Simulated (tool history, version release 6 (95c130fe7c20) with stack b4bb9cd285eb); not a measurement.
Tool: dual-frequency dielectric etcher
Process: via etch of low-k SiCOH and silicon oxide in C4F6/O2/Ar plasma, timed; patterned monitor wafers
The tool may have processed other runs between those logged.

run	hour	source power (W)	bias power (W)	etch time (s)	mean etch depth across the wafer (Å)
1	0.0	250	232	60.0	1495.4
2	3.0	280	232	60.0	1571.6
3	9.1	260	226	60.0	1493.7
4	11.7	260	226	55.5	1396.7
5	14.0	260	226	55.5	1383.5
6	14.7	220	226	55.5	1305.9

Run 7 comes next. What will it give?
7	22.6	220	227	55.5	?

{"run 7": {"mean etch depth across the wafer (Å)": 1296.7}}
